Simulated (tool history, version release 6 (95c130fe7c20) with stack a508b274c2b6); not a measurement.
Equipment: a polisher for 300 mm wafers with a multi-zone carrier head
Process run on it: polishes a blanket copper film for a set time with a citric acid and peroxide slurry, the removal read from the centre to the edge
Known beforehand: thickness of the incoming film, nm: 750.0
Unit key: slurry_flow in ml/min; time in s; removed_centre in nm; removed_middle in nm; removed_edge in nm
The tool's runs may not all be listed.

| run | hour | slurry_flow | centre_zone | middle_zone | edge_zone | slurry_solids | time | removed_centre | removed_middle | removed_edge |
|---|---|---|---|---|---|---|---|---|---|---|
| 1 | 0 | 180 | 1 | 1 | 1 | 1 | 39 | 126.82 | 126.23 | 129.57 |
| 2 | 3.2 | 180 | 1 | 0.94 | 1 | 1 | 39 | 124.09 | 117.28 | 130.23 |
| 3 | 10.4 | 180 | 1 | 0.86 | 1 | 1 | 39 | 123.71 | 110.88 | 130.27 |
| 4 | 17.2 | 180 | 1 | 0.93 | 1 | 1 | 39 | 127.45 | 119.77 | 128.49 |
| 5 | 20 | 185 | 1 | 0.94 | 1.02 | 1.05 | 39 | 127.06 | 117.6 | 132.99 |
| 6 | 28.1 | 185 | 1 | 0.96 | 1.03 | 1.1 | 39 | 126.76 | 118.91 | 133.79 |
| 7 | 34.7 | 190 | 1 | 0.97 | 1.03 | 1.15 | 39 | 129.25 | 124.4 | 135.2 |
| 8 | 43 | 195 | 1 | 0.98 | 1.04 | 1.2 | 39 | 135.08 | 129.55 | 137.15 |
| 9 | 51 | 200 | 1 | 0.98 | 1.05 | 1.2 | 39 | 129.98 | 124.65 | 137.15 |
| 10 | 51.7 | 200 | 1 | 0.99 | 1.06 | 1.25 | 39 | 134.37 | 131.92 | 138.99 |
| 11 | 60 | 230 | 1 | 0.95 | 1.16 | 1.35 | 41 | 143.96 | 135.65 | 157.25 |

Run 12 is up next; what results do you expect?
| 12 | 68 | 230 | 1 | 0.96 | 1.16 | 1.35 | 41 | ? | ? | ? |

{"run 12": {"removed_centre": 143.37, "removed_middle": 138.61, "removed_edge": 154.29}}

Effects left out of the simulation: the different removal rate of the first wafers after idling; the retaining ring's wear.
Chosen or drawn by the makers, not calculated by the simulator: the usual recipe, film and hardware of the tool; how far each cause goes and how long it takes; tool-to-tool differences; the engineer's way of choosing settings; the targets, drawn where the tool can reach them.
